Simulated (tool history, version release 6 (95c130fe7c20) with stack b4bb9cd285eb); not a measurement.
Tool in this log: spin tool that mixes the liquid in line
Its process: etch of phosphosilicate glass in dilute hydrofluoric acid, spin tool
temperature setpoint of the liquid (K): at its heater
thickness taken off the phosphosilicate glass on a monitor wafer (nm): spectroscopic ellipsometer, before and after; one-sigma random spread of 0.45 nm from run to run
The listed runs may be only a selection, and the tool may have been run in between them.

run,day,temperature setpoint of the liquid (K),parts of water to one part of 49 % hydrofluoric acid (parts by volume),time under the liquid (s),thickness taken off the phosphosilicate glass on a monitor wafer (nm)
1,0.000,299.15,85,45,39.711
2,0.296,297.65,85,45,37.397
3,0.462,297.65,85,45,37.495
4,0.767,297.65,105,45,29.601
5,0.846,297.65,125,45,24.064
6,1.088,300.15,125,45,26.624
7,1.192,302.15,100,45,37.257

For run 8, what comes out?
8,1.500,303.65,80,45,?

thickness taken off the phosphosilicate glass on a monitor wafer (nm): 50.657
